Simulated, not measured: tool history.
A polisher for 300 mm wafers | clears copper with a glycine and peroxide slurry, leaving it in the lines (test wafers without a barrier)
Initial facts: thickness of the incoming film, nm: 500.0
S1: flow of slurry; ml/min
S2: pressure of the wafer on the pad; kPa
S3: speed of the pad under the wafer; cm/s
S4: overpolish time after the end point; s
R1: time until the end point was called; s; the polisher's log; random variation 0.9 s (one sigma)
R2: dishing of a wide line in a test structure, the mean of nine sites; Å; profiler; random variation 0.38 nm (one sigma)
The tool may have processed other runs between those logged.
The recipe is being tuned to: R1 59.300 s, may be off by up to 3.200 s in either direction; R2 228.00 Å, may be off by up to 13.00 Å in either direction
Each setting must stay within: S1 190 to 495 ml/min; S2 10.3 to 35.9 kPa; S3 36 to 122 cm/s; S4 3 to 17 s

run	hour	S1	S2	S3	S4	R1	R2
1	0.0	320	22.8	78	9	117.130	330.79
2	6.3	320	18.6	78	9	141.410	286.83
3	13.3	320	18.6	78	8	137.880	256.32
4	19.1	320	15.2	78	8	160.620	220.59
# hour 26.0: worn pad replaced by a new one
5	26.0	320	12.4	78	8	170.170	211.00
6	33.5	320	12.4	78	6	167.700	162.50
7	39.8	320	12.4	78	6	165.990	158.19
8	41.3	320	16.5	84	5	130.890	170.08

Which single option among these 5 for the next run brings every result within its allowed miss of target? Just one does.
A	42.8	350	10.3	46	8	?	?
B	42.8	290	32.4	108	3	?	?
C	42.8	345	12.4	48	10	?	?
D	42.8	310	10.3	64	12	?	?
E	42.8	255	10.3	40	13	?	?

move	R1	R2
A	255.660	139.93
B	58.873	223.43
C	225.400	195.59
D	213.520	242.59
E	283.930	201.96
A: moves away from the targets compared with the last run
B: meets every target
C: moves away from the targets compared with the last run
D: moves away from the targets compared with the last run
E: moves away from the targets compared with the last run
Correct choice: B, which meets every target
